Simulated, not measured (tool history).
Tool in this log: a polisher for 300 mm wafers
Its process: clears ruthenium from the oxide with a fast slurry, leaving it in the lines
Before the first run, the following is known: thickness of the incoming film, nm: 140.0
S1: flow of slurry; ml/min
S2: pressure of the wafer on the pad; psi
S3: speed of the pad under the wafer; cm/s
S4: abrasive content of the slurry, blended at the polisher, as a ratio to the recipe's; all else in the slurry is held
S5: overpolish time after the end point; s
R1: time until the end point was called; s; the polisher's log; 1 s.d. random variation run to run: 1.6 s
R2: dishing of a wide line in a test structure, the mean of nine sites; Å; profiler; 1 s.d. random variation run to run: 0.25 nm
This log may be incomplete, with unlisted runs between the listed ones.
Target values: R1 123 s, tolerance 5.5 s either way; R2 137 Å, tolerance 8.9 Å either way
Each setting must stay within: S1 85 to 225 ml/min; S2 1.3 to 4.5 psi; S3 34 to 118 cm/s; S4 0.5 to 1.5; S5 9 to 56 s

run	hour	S1	S2	S3	S4	S5	R1	R2
1	0	145	2.9	76	1	29	37.904	883.51
2	2.7	145	2.9	76	1	25	37.935	828.33
3	7.8	140	2.6	70	0.95	22	46.053	620.39
4	12.6	140	2.6	88	0.95	22	36.817	717.22
5	21.4	140	3.2	88	0.95	22	31.276	886.77
6	29.5	130	2.9	80	0.9	20	38.359	662.05
7	37.8	125	2.6	74	0.85	18	48.102	473.79
8	42.3	125	1.8	54	0.8	9	96.638	130.96
9	44.1	125	1.7	54	0.8	11	99.816	152.89
10	52.4	125	1.6	54	0.8	11	105.75	141.52
11	61.1	115	1.4	54	0.8	13	124.89	149.52

Exercise: of the 5 proposed moves below, exactly one satisfies all targets within the stated allowed misses. Which move is it?
A	69.8	130	1.4	52	0.8	12	?	?
B	69.8	120	2.1	54	0.55	15	?	?
C	69.8	110	1.6	48	0.85	13	?	?
D	69.8	115	1.8	44	0.8	13	?	?
E	69.8	120	1.6	50	0.75	14	?	?

move	R1	R2
A	125.25	134.7
B	123.79	169.27
C	118.32	153.92
D	119.9	151.95
E	123.49	158.68
A: every result lands within tolerance
B: misses by more than the last run did
C: misses by more than the last run did
D: misses by more than the last run did
E: misses by more than the last run did
Answer: A
